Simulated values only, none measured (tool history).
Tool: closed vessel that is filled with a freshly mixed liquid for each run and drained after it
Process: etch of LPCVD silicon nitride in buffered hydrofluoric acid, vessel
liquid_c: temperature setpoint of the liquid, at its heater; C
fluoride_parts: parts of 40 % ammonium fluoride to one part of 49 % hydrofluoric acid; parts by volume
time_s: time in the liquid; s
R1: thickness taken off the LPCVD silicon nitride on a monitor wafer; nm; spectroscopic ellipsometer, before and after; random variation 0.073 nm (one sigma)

{"run": 1, "hour": 0.0, "liquid_c": 21.0, "fluoride_parts": 20.5, "time_s": 2770, "R1": 19.183}
{"run": 2, "hour": 8.6, "liquid_c": 17.5, "fluoride_parts": 20.5, "time_s": 2770, "R1": 15.677}
{"run": 3, "hour": 13.8, "liquid_c": 17.5, "fluoride_parts": 23.0, "time_s": 2770, "R1": 14.558}
{"run": 4, "hour": 17.5, "liquid_c": 18.5, "fluoride_parts": 23.0, "time_s": 2770, "R1": 15.349}
{"run": 5, "hour": 19.1, "liquid_c": 18.5, "fluoride_parts": 28.0, "time_s": 2770, "R1": 13.47}
{"run": 6, "hour": 22.8, "liquid_c": 20.0, "fluoride_parts": 28.0, "time_s": 2770, "R1": 14.658}
{"run": 7, "hour": 26.3, "liquid_c": 20.0, "fluoride_parts": 28.0, "time_s": 2770, "R1": 14.683}

Forecast run 8:
{"run": 8, "hour": 32.3, "liquid_c": 21.0, "fluoride_parts": 28.0, "time_s": 2770, "R1": "?"}

{"run 8": {"R1": 15.437}}

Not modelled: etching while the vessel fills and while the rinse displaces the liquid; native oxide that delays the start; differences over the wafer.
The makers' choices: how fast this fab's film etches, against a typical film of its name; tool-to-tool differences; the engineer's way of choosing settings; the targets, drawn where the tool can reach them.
